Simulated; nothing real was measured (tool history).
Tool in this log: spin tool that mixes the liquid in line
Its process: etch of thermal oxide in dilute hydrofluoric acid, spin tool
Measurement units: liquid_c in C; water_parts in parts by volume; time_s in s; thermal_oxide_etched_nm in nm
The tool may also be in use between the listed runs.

run 1 day=0 | liquid_c=24 water_parts=195 time_s=85 | thermal_oxide_etched_nm=1.8738
run 2 day=0.067 | liquid_c=24 water_parts=195 time_s=65 | thermal_oxide_etched_nm=1.4234
run 3 day=0.312 | liquid_c=26.5 water_parts=195 time_s=65 | thermal_oxide_etched_nm=1.5681
run 4 day=0.588 | liquid_c=27.5 water_parts=170 time_s=65 | thermal_oxide_etched_nm=1.9266
run 5 day=0.933 | liquid_c=28.5 water_parts=155 time_s=65 | thermal_oxide_etched_nm=2.2062
run 6 day=0.979 | liquid_c=26.5 water_parts=155 time_s=65 | thermal_oxide_etched_nm=2.0408
run 7 day=1.154 | liquid_c=27.5 water_parts=145 time_s=65 | thermal_oxide_etched_nm=2.3246
run 8 day=1.246 | liquid_c=28.5 water_parts=140 time_s=65 | thermal_oxide_etched_nm=2.5283
run 9 day=1.321 | liquid_c=29.5 water_parts=135 time_s=65 | thermal_oxide_etched_nm=2.6934
run 10 day=1.512 | liquid_c=30 water_parts=135 time_s=65 | thermal_oxide_etched_nm=2.7569

What does the tool deliver on the next run?
run 11 day=1.762 | liquid_c=30 water_parts=135 time_s=65 | thermal_oxide_etched_nm=?

thermal_oxide_etched_nm: 2.728 nm
